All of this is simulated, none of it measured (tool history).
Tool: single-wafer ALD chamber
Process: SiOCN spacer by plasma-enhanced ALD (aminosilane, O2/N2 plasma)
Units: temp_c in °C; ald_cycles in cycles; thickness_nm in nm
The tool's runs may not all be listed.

run    day  temp_c  ald_cycles  thickness_nm
  1      0     395          92        5.6176
  2  0.179     395         101        6.1797
  3  0.288     395          91        5.5422
  4  0.375     405          91        5.4344
  5  0.558     406          85        5.0302
  6  0.712     406          92        5.4559
  7  1.029     407          86         5.084
  8  1.117     408          82        4.8116
  9  1.288     409          80        4.6993

The next listed run, before its measurement:
 10  1.404     409          72             ?

{"run 10": {"thickness_nm": 4.226}}
